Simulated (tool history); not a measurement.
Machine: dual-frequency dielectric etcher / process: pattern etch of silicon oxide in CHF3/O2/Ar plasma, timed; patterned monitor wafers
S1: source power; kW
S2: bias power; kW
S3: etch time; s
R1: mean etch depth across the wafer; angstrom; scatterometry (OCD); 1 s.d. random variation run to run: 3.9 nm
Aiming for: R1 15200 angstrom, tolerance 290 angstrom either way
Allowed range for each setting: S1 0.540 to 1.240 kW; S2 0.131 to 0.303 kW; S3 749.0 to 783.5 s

| run | hour | S1 | S2 | S3 | R1 |
|---|---|---|---|---|---|
| 1 | 0.0 | 0.890 | 0.217 | 749.0 | 18815 |
| 2 | 1.3 | 0.850 | 0.211 | 749.0 | 18386 |
| 3 | 4.5 | 0.850 | 0.231 | 749.0 | 19097 |
| 4 | 6.9 | 0.810 | 0.223 | 749.0 | 18582 |
| 5 | 12.6 | 0.780 | 0.215 | 749.0 | 18180 |
| 6 | 17.9 | 0.780 | 0.215 | 783.5 | 19046 |
| 7 | 18.5 | 0.760 | 0.206 | 781.5 | 18528 |
| 8 | 27.1 | 0.740 | 0.199 | 780.0 | 18057 |
| 9 | 29.9 | 0.720 | 0.193 | 779.0 | 17676 |
| 10 | 36.2 | 0.700 | 0.188 | 778.0 | 17336 |
| 11 | 44.7 | 0.680 | 0.184 | 777.0 | 17029 |
| 12 | 52.0 | 0.670 | 0.180 | 776.5 | 16861 |
| 13 | 55.7 | 0.670 | 0.180 | 776.5 | 16773 |
|  | 56.5 | wet clean of the chamber |
| 14 | 56.5 | 0.660 | 0.177 | 776.0 | 15863 |
| 15 | 57.4 | 0.650 | 0.177 | 776.0 | 15802 |
| 16 | 59.9 | 0.640 | 0.177 | 776.0 | 15800 |
| 17 | 61.7 | 0.630 | 0.177 | 776.0 | 15754 |
| 18 | 64.1 | 0.630 | 0.177 | 776.0 | 15748 |
| 19 | 69.9 | 0.630 | 0.177 | 776.0 | 15736 |
| 20 | 78.8 | 0.620 | 0.177 | 776.0 | 15661 |
| 21 | 84.2 | 0.600 | 0.176 | 776.0 | 15552 |

Next run, 4 choices. One meets every target within its allowed miss, the rest don't. Which?
| A | 89.6 | 0.640 | 0.178 | 780.5 | ? |
| B | 89.6 | 0.690 | 0.155 | 772.5 | ? |
| C | 89.6 | 0.540 | 0.218 | 749.0 | ? |
| D | 89.6 | 0.660 | 0.183 | 767.5 | ? |

| move | R1 |
|---|---|
| A | 15869 |
| B | 15078 |
| C | 15977 |
| D | 15905 |
A: lands further from the targets than the last run did
B: all results land within tolerance of their targets
C: lands further from the targets than the last run did
D: lands further from the targets than the last run did
Answer: B

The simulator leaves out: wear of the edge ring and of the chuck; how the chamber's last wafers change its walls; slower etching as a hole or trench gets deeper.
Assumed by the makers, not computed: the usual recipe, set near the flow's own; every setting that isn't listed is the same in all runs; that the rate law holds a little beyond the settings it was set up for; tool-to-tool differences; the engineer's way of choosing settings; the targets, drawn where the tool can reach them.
